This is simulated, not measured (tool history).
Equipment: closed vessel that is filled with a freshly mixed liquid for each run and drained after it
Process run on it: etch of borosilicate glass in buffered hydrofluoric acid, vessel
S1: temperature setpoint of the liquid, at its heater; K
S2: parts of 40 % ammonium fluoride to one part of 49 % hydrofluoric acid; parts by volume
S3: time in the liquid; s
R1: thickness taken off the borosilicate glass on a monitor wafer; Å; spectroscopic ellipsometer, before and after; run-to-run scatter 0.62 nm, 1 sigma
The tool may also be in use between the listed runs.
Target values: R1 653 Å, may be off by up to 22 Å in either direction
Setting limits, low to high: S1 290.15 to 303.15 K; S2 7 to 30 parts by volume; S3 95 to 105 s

run	hour	S1	S2	S3	R1
1	0	295.15	20	95	476.19
2	0.8	295.15	20	95	470.33
3	8.6	295.15	20	105	526.32
4	16.7	296.15	20	105	546.38
5	25.6	296.15	15.5	105	682.37
6	27.6	296.15	12.5	105	841.71
7	34	294.65	12.5	105	796.39
8	35.6	293.65	13	105	715.99

Next run, 5 choices. One meets every target within its allowed miss, the rest don't. Which?
A	37.2	295.15	14.5	105	?
B	37.2	293.65	10.5	95	?
C	37.2	295.15	12.5	105	?
D	37.2	291.65	10	105	?
E	37.2	293.15	12.5	95	?

move	R1
A	692.55
B	794.92
C	802.26
D	826.03
E	650.78
A: moves toward the targets from the last run without getting all of them in spec
B: the biggest miss grows against the last run
C: the biggest miss grows against the last run
D: the biggest miss grows against the last run
E: all results land within tolerance of their targets
Move E is the one to make.

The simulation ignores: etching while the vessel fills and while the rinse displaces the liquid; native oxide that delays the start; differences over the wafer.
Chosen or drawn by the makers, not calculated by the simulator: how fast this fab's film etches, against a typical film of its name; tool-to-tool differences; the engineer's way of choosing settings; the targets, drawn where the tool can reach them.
